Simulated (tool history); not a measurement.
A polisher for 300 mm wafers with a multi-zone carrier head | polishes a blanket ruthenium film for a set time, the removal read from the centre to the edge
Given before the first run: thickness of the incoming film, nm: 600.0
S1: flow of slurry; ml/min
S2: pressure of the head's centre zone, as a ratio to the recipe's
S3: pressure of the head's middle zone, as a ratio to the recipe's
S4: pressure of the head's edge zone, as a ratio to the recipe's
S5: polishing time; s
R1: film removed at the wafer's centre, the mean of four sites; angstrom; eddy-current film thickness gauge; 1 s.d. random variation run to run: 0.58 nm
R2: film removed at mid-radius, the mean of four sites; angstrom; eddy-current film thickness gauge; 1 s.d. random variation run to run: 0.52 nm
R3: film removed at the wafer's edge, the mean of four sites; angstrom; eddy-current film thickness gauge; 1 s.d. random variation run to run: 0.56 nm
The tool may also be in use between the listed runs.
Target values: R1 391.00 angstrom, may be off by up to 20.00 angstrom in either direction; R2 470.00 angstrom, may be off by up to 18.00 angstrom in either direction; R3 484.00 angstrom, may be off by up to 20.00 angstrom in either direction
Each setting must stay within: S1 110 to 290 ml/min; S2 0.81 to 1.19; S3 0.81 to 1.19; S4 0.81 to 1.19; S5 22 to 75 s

Run 1, day 0.000: S1 185 ml/min, S2 1.00, S3 1.00, S4 1.00, S5 48 s. Result: R1 308.93 angstrom, R2 320.12 angstrom, R3 330.01 angstrom.
Run 2, day 0.342: S1 185 ml/min, S2 0.94, S3 1.00, S4 1.00, S5 48 s. Result: R1 289.14 angstrom, R2 317.76 angstrom, R3 330.88 angstrom.
Run 3, day 0.367: S1 190 ml/min, S2 0.93, S3 1.02, S4 1.04, S5 52 s. Result: R1 316.44 angstrom, R2 353.99 angstrom, R3 360.40 angstrom.
Run 4, day 0.504: S1 190 ml/min, S2 0.93, S3 1.02, S4 1.00, S5 52 s. Result: R1 302.45 angstrom, R2 357.37 angstrom, R3 351.13 angstrom.
Run 5, day 0.825: S1 190 ml/min, S2 0.93, S3 1.02, S4 1.04, S5 52 s. Result: R1 309.81 angstrom, R2 355.11 angstrom, R3 365.89 angstrom.
Run 6, day 0.867: S1 190 ml/min, S2 0.93, S3 1.02, S4 1.04, S5 59 s. Result: R1 361.25 angstrom, R2 412.18 angstrom, R3 415.90 angstrom.
Run 7, day 1.212: S1 195 ml/min, S2 0.92, S3 1.03, S4 1.08, S5 60 s. Result: R1 351.14 angstrom, R2 413.48 angstrom, R3 424.75 angstrom.
Run 8, day 1.238: S1 195 ml/min, S2 0.92, S3 1.04, S4 1.09, S5 62 s. Result: R1 375.99 angstrom, R2 429.31 angstrom, R3 446.59 angstrom.
Run 9, day 1.517: S1 200 ml/min, S2 0.91, S3 1.05, S4 1.10, S5 63 s. Result: R1 381.07 angstrom, R2 441.53 angstrom, R3 461.35 angstrom.

Next run, 5 choices. One meets every target within its allowed miss, the rest don't. Which?
Run A, day 1.796: S1 200 ml/min, S2 0.98, S3 1.09, S4 1.17, S5 57 s. Result: R1 ?, R2 ?, R3 ?.
Run B, day 1.796: S1 250 ml/min, S2 0.99, S3 0.94, S4 1.05, S5 62 s. Result: R1 ?, R2 ?, R3 ?.
Run C, day 1.796: S1 220 ml/min, S2 1.00, S3 1.11, S4 1.01, S5 62 s. Result: R1 ?, R2 ?, R3 ?.
Run D, day 1.796: S1 185 ml/min, S2 0.84, S3 0.92, S4 1.01, S5 67 s. Result: R1 ?, R2 ?, R3 ?.
Run E, day 1.796: S1 245 ml/min, S2 0.87, S3 1.00, S4 1.06, S5 66 s. Result: R1 ?, R2 ?, R3 ?.

move      R1      R2      R3
   A  362.39  416.66  426.08
   B  416.78  424.84  452.86
   C  410.80  468.12  436.20
   D  358.70  426.94  460.46
   E  389.30  471.22  482.81
A: further off than the last run
B: further off than the last run
C: gets the furthest-off result to its target, but another result is out of tolerance
D: further off than the last run
E: every result lands within tolerance
So the answer is move E, the one that meets all the targets.
